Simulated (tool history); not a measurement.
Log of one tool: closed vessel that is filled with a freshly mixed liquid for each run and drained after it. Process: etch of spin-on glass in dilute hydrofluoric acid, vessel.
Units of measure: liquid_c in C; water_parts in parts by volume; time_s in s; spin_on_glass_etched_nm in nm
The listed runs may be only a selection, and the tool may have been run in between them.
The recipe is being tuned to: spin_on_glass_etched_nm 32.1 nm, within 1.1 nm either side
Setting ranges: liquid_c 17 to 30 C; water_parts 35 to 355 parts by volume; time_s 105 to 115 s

run,day,liquid_c,water_parts,time_s,spin_on_glass_etched_nm
1,0,22,195,105,22.425
2,0.308,22,130,105,36.135
3,0.433,21,130,105,34.113
4,0.633,21,170,105,25.462
5,0.754,21,170,105,25.378
6,0.929,23.5,170,105,27.65
7,1.2,23.5,170,105,27.877
8,1.504,24.5,170,105,28.958
9,1.792,25.5,170,105,30.205
10,2.071,25.5,170,105,30.065
11,2.279,26,170,105,30.368

Exactly one of the 5 candidate moves below puts every result within its allowed miss. Which one?
A,2.488,29.5,195,105,?
B,2.488,24,155,105,?
C,2.488,25,185,115,?
D,2.488,24.5,165,105,?
E,2.488,23,165,105,?

move,spin_on_glass_etched_nm
A,29.675
B,32.019
C,29.49
D,30.307
E,28.631
A: moves away from the targets compared with the last run
B: meets every target
C: moves away from the targets compared with the last run
D: no nearer and no further than the last run
E: moves away from the targets compared with the last run
B meets every target.
